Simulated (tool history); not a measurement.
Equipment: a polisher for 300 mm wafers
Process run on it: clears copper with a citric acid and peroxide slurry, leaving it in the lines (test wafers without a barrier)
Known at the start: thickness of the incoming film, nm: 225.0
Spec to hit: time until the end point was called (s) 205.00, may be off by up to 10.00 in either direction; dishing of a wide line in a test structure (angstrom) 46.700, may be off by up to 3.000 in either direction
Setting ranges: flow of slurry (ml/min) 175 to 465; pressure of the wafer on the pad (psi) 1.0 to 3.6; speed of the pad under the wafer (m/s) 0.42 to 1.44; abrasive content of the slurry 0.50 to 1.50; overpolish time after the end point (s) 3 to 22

run    day  flow of slurry (ml/min)  pressure of the wafer on the pad (psi)  speed of the pad under the wafer (m/s)  abrasive content of the slurry  overpolish time after the end point (s)  time until the end point was called (s)  dishing of a wide line in a test structure (angstrom)
  1  0.000                      295                                     2.3                                    0.92                            1.00                                       11                                   179.37                                                112.400
  2  0.308                      295                                     2.3                                    0.92                            0.90                                       11                                   191.75                                                108.880
  3  0.379                      295                                     2.2                                    0.92                            0.95                                       10                                   193.28                                                 99.249
  4  0.600                      295                                     2.2                                    1.06                            0.95                                       10                                   173.02                                                108.580
  5  0.854                      290                                     2.1                                    1.06                            1.00                                        9                                   179.97                                                 98.640
  6  1.012                      290                                     2.1                                    0.86                            1.00                                        9                                   200.60                                                 84.480
  7  1.208                      290                                     2.1                                    0.86                            1.00                                        8                                   200.53                                                 75.505
  8  1.546                      290                                     2.1                                    0.86                            1.00                                        7                                   209.29                                                 65.185

Below are 5 possible settings for the next run. Only one of them brings all results inside the allowed miss of their targets. Which is it?
  A  1.883                      300                                     2.0                                    0.74                            0.90                                        6                                        ?                                                      ?
  B  1.883                      325                                     1.7                                    0.98                            1.00                                        6                                        ?                                                      ?
  C  1.883                      315                                     2.2                                    0.72                            1.05                                        7                                        ?                                                      ?
  D  1.883                      370                                     2.1                                    0.72                            1.25                                        9                                        ?                                                      ?
  E  1.883                      335                                     2.0                                    0.90                            0.95                                        5                                        ?                                                      ?

move  time until the end point was called (s)  dishing of a wide line in a test structure (angstrom)
   A                                   239.18                                                 48.754
   B                                   220.46                                                 52.758
   C                                   215.95                                                 62.754
   D                                   213.56                                                 81.068
   E                                   206.26                                                 47.134
A: gets the furthest-off result to its target, but another result is out of tolerance
B: gains on the last run, yet a result remains outside its allowed miss
C: gains on the last run, yet a result remains outside its allowed miss
D: misses by more than the last run did
E: all results land within tolerance of their targets
Answer: E

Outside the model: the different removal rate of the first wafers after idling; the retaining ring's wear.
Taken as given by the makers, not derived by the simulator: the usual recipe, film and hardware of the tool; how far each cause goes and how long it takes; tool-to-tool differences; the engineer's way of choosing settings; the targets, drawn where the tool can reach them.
